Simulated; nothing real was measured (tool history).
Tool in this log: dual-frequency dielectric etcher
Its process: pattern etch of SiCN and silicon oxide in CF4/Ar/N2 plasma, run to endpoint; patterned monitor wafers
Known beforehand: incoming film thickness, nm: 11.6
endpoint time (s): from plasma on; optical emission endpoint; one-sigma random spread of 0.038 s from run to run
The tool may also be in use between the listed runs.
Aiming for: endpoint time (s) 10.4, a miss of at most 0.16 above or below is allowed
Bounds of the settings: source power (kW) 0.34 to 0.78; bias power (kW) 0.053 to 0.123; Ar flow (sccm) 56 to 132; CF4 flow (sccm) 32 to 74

run 1 day=0 | source_power_(kW)=0.56 bias_power_(kW)=0.088 Ar_flow_(sccm)=94 CF4_flow_(sccm)=53 | endpoint_time_(s)=11.878
run 2 day=0.321 | source_power_(kW)=0.58 bias_power_(kW)=0.088 Ar_flow_(sccm)=94 CF4_flow_(sccm)=53 | endpoint_time_(s)=11.395
run 3 day=0.4 | source_power_(kW)=0.58 bias_power_(kW)=0.08 Ar_flow_(sccm)=94 CF4_flow_(sccm)=53 | endpoint_time_(s)=11.664
run 4 day=0.708 | source_power_(kW)=0.58 bias_power_(kW)=0.08 Ar_flow_(sccm)=85 CF4_flow_(sccm)=53 | endpoint_time_(s)=11.394
run 5 day=0.75 | source_power_(kW)=0.59 bias_power_(kW)=0.08 Ar_flow_(sccm)=85 CF4_flow_(sccm)=53 | endpoint_time_(s)=11.14
run 6 day=1.012 | source_power_(kW)=0.6 bias_power_(kW)=0.08 Ar_flow_(sccm)=85 CF4_flow_(sccm)=53 | endpoint_time_(s)=11.039
run 7 day=1.221 | source_power_(kW)=0.61 bias_power_(kW)=0.08 Ar_flow_(sccm)=85 CF4_flow_(sccm)=53 | endpoint_time_(s)=10.844
run 8 day=1.275 | source_power_(kW)=0.62 bias_power_(kW)=0.08 Ar_flow_(sccm)=85 CF4_flow_(sccm)=53 | endpoint_time_(s)=10.626

Pick the move, out of 5, that brings all results within their allowed miss; only one does.
run A day=1.329 | source_power_(kW)=0.6 bias_power_(kW)=0.088 Ar_flow_(sccm)=89 CF4_flow_(sccm)=50 | endpoint_time_(s)=?
run B day=1.329 | source_power_(kW)=0.61 bias_power_(kW)=0.074 Ar_flow_(sccm)=84 CF4_flow_(sccm)=55 | endpoint_time_(s)=?
run C day=1.329 | source_power_(kW)=0.6 bias_power_(kW)=0.09 Ar_flow_(sccm)=79 CF4_flow_(sccm)=59 | endpoint_time_(s)=?
run D day=1.329 | source_power_(kW)=0.65 bias_power_(kW)=0.073 Ar_flow_(sccm)=102 CF4_flow_(sccm)=42 | endpoint_time_(s)=?
run E day=1.329 | source_power_(kW)=0.58 bias_power_(kW)=0.095 Ar_flow_(sccm)=73 CF4_flow_(sccm)=49 | endpoint_time_(s)=?

move=A endpoint_time_(s)=10.942
move=B endpoint_time_(s)=10.852
move=C endpoint_time_(s)=10.416
move=D endpoint_time_(s)=11.006
move=E endpoint_time_(s)=10.764
A: its largest miss is bigger than the last run's
B: its largest miss is bigger than the last run's
C: hits every target within its allowed miss
D: its largest miss is bigger than the last run's
E: its largest miss is bigger than the last run's
C is the move that brings every result within its allowed miss.

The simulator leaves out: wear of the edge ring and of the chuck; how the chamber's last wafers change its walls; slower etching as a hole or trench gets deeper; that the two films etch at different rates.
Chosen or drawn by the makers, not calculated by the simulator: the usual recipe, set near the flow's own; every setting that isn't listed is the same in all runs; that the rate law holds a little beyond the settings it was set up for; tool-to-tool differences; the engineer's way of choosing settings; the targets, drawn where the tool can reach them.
